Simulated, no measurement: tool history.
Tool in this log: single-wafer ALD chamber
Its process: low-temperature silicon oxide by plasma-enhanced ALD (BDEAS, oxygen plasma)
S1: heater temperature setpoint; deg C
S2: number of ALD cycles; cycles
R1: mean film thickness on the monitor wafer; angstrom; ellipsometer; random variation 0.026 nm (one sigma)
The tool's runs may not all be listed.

{"run": 1, "hour": 0.0, "S1": 120, "S2": 58, "R1": 78.587}
{"run": 2, "hour": 3.6, "S1": 129, "S2": 58, "R1": 77.129}
{"run": 3, "hour": 12.2, "S1": 129, "S2": 51, "R1": 67.885}
{"run": 4, "hour": 17.6, "S1": 137, "S2": 51, "R1": 66.627}
{"run": 5, "hour": 18.8, "S1": 128, "S2": 51, "R1": 67.514}
{"run": 6, "hour": 23.4, "S1": 128, "S2": 43, "R1": 57.403}
{"run": 7, "hour": 31.3, "S1": 127, "S2": 47, "R1": 62.954}

Predict the results of run 8:
{"run": 8, "hour": 35.1, "S1": 124, "S2": 49, "R1": "?"}

Run 8 gave R1 65.472 angstrom.

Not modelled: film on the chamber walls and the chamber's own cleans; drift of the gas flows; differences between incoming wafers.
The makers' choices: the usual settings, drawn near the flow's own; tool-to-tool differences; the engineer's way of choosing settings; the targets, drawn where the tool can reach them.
